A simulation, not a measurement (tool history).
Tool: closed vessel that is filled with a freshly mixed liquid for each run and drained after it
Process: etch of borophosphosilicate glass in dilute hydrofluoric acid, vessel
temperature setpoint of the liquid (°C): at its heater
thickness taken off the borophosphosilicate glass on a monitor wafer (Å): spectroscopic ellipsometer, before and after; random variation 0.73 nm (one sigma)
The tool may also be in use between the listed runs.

run  hour  temperature setpoint of the liquid (°C)  parts of water to one part of 49 % hydrofluoric acid (parts by volume)  time in the liquid (s)  thickness taken off the borophosphosilicate glass on a monitor wafer (Å)
  1   0.0                                     24.0                                                                     260                     115                                                                    230.27
  2   6.8                                     24.0                                                                     215                     115                                                                    293.08
  3  15.3                                     27.0                                                                     215                     115                                                                    328.17
  4  20.6                                     27.0                                                                     215                     115                                                                    326.44
  5  29.3                                     27.0                                                                     285                     115                                                                    229.70
  6  30.6                                     27.0                                                                     285                     115                                                                    229.04

Forecast run 7:
  7  33.9                                     28.5                                                                     230                     115                                                                         ?

{"run 7": {"thickness taken off the borophosphosilicate glass on a monitor wafer (Å)": 317.0}}

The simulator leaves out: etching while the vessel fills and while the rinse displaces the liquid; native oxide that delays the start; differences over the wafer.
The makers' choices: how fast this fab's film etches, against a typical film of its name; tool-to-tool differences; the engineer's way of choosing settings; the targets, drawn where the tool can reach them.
